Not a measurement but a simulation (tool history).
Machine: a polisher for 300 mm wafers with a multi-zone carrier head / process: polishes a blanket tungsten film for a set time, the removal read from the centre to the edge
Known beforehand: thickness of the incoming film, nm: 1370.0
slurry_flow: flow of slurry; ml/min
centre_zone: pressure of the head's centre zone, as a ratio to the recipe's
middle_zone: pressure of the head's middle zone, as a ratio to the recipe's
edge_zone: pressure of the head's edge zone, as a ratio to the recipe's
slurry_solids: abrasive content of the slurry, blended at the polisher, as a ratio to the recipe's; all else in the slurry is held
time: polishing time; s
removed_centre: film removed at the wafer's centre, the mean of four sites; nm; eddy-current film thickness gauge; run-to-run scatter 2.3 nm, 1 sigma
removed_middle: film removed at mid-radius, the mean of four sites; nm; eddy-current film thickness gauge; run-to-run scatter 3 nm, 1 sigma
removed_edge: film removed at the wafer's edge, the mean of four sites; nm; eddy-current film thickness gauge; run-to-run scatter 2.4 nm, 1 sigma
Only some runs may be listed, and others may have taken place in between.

run	hour	slurry_flow	centre_zone	middle_zone	edge_zone	slurry_solids	time	removed_centre	removed_middle	removed_edge
1	0	275	1	1	1	1	45	245.81	252.91	242.48
2	8	275	0.94	1	1	1	45	229.8	253.98	248.58
3	11.3	275	0.94	1	0.94	1	45	225.74	250.89	239.64
4	15.2	275	0.93	1.01	0.93	0.95	45	219.64	253.61	234.7
5	18.7	275	1.01	1.01	0.93	0.95	45	239.92	248.85	231.01
6	27.5	275	1.01	1.01	0.93	1.1	45	247.3	257.09	241.32
7	36.5	275	0.99	1.01	0.92	1.05	45	240.24	253.82	240.95
8	41.1	275	0.97	1.01	0.92	1	45	231.23	253.58	234.88
9	48.4	275	0.96	1.01	0.91	0.95	45	230.41	249.63	227.47

Predict the results of run 10:
10	51.7	275	0.94	1.01	0.91	0.95	45	?	?	?

Run 10 measured removed_centre 228.23 nm, removed_middle 248.68 nm, removed_edge 236.13 nm.
